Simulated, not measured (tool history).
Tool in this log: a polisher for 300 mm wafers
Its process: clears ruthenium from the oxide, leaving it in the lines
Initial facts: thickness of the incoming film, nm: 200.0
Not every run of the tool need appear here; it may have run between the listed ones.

run	hour	flow of slurry (ml/min)	pressure of the wafer on the pad (kPa)	speed of the pad under the wafer (m/s)	overpolish time after the end point (s)	time until the end point was called (s)
1	0.0	250	19.3	1.24	50	91.221
2	5.2	250	21.4	1.24	50	84.283
3	5.9	250	19.3	1.22	50	93.612
4	10.8	190	19.3	1.22	50	96.277
5	15.9	240	19.3	1.22	50	91.009
6	18.4	240	17.2	1.20	50	104.150

Forecast run 7:
7	22.5	240	15.9	1.20	50	?

time until the end point was called (s): 108.990

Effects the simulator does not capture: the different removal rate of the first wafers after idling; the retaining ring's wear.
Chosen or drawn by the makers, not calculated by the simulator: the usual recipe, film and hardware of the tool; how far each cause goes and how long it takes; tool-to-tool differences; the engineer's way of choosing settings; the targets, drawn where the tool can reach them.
